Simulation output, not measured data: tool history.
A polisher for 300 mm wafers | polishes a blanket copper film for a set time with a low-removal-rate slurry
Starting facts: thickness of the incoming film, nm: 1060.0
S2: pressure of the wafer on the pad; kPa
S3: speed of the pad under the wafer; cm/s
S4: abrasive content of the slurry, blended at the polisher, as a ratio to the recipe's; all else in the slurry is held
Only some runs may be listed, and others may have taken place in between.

run 1 hour=0 | flow_of_slurry_(ml/min)=245 S2=19.3 S3=94 S4=1 polishing_time_(s)=74 | film_removed_(Å)=1670
run 2 hour=8.4 | flow_of_slurry_(ml/min)=245 S2=19.3 S3=94 S4=0.85 polishing_time_(s)=74 | film_removed_(Å)=1630.1
run 3 hour=9.7 | flow_of_slurry_(ml/min)=245 S2=20.7 S3=94 S4=0.85 polishing_time_(s)=74 | film_removed_(Å)=1742.6
run 4 hour=17.3 | flow_of_slurry_(ml/min)=245 S2=21.4 S3=94 S4=0.85 polishing_time_(s)=74 | film_removed_(Å)=1803.1
run 5 hour=20.1 | flow_of_slurry_(ml/min)=245 S2=19.3 S3=94 S4=0.85 polishing_time_(s)=74 | film_removed_(Å)=1656.1
run 6 hour=25.2 | flow_of_slurry_(ml/min)=245 S2=19.3 S3=94 S4=1.05 polishing_time_(s)=74 | film_removed_(Å)=1707.3
run 7 hour=29.7 | flow_of_slurry_(ml/min)=245 S2=20 S3=94 S4=1.05 polishing_time_(s)=74 | film_removed_(Å)=1747.8

Run 8 is up next; what results do you expect?
run 8 hour=35.6 | flow_of_slurry_(ml/min)=245 S2=20.7 S3=94 S4=1.05 polishing_time_(s)=74 | film_removed_(Å)=?

{"run 8": {"film removed (Å)": 1799.6}}

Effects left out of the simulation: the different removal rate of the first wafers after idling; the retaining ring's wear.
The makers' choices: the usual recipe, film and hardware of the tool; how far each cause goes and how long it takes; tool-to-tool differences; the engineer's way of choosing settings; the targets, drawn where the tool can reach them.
